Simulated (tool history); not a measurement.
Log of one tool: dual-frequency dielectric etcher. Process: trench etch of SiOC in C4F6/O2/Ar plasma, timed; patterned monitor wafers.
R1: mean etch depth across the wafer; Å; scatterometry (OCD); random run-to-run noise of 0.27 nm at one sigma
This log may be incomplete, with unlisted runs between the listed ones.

run 1 hour=0 | source_power_(W)=450 bias_power_(W)=152 etch_time_(s)=21 | R1=457.71
run 2 hour=7.8 | source_power_(W)=450 bias_power_(W)=152 etch_time_(s)=22 | R1=483.45
run 3 hour=14.6 | source_power_(W)=450 bias_power_(W)=152 etch_time_(s)=22 | R1=481.93
run 4 hour=20.6 | source_power_(W)=450 bias_power_(W)=152 etch_time_(s)=22 | R1=488.19
run 5 hour=22.1 | source_power_(W)=420 bias_power_(W)=146 etch_time_(s)=22 | R1=458.07
run 6 hour=30.9 | source_power_(W)=420 bias_power_(W)=166 etch_time_(s)=22 | R1=483.27
run 7 hour=38.3 | source_power_(W)=390 bias_power_(W)=164 etch_time_(s)=22 | R1=468.01
run 8 hour=42.7 | source_power_(W)=370 bias_power_(W)=161 etch_time_(s)=22 | R1=455.81
run 9 hour=46 | source_power_(W)=350 bias_power_(W)=158 etch_time_(s)=22 | R1=443.11
run 10 hour=47.1 | source_power_(W)=350 bias_power_(W)=158 etch_time_(s)=22 | R1=444.68

What will run 11 give?
run 11 hour=49.2 | source_power_(W)=330 bias_power_(W)=155 etch_time_(s)=22 | R1=?

R1: 430.21 Å
